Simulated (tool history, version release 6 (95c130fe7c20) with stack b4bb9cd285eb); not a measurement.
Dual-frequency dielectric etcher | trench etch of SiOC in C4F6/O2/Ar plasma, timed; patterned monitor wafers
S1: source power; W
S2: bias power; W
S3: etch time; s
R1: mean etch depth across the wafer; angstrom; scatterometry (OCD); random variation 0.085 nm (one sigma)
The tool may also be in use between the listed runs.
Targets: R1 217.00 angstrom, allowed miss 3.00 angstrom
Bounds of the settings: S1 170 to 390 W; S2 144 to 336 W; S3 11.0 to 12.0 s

Run 1, hour 0.0: S1 280 W, S2 240 W, S3 12.0 s. Result: R1 240.95 angstrom.
Run 2, hour 9.0: S1 320 W, S2 240 W, S3 12.0 s. Result: R1 251.60 angstrom.
Run 3, hour 17.9: S1 320 W, S2 240 W, S3 12.0 s. Result: R1 251.83 angstrom.
Run 4, hour 20.4: S1 320 W, S2 240 W, S3 12.0 s. Result: R1 250.91 angstrom.
Run 5, hour 22.8: S1 320 W, S2 212 W, S3 12.0 s. Result: R1 242.12 angstrom.
Run 6, hour 24.2: S1 300 W, S2 210 W, S3 12.0 s. Result: R1 233.06 angstrom.
Run 7, hour 32.4: S1 290 W, S2 209 W, S3 12.0 s. Result: R1 229.05 angstrom.
Run 8, hour 35.8: S1 280 W, S2 208 W, S3 12.0 s. Result: R1 227.28 angstrom.
Run 9, hour 36.8: S1 270 W, S2 207 W, S3 12.0 s. Result: R1 221.53 angstrom.

4 next moves are on the table. One of them brings every result within its allowed miss. Which?
Run A, hour 37.8: S1 280 W, S2 225 W, S3 11.5 s. Result: R1 ?.
Run B, hour 37.8: S1 330 W, S2 211 W, S3 11.0 s. Result: R1 ?.
Run C, hour 37.8: S1 310 W, S2 187 W, S3 12.0 s. Result: R1 ?.
Run D, hour 37.8: S1 260 W, S2 228 W, S3 11.5 s. Result: R1 ?.

move      R1
   A  223.67
   B  222.89
   C  227.00
   D  218.33
A: further off than the last run
B: further off than the last run
C: further off than the last run
D: meets every target
Answer: D

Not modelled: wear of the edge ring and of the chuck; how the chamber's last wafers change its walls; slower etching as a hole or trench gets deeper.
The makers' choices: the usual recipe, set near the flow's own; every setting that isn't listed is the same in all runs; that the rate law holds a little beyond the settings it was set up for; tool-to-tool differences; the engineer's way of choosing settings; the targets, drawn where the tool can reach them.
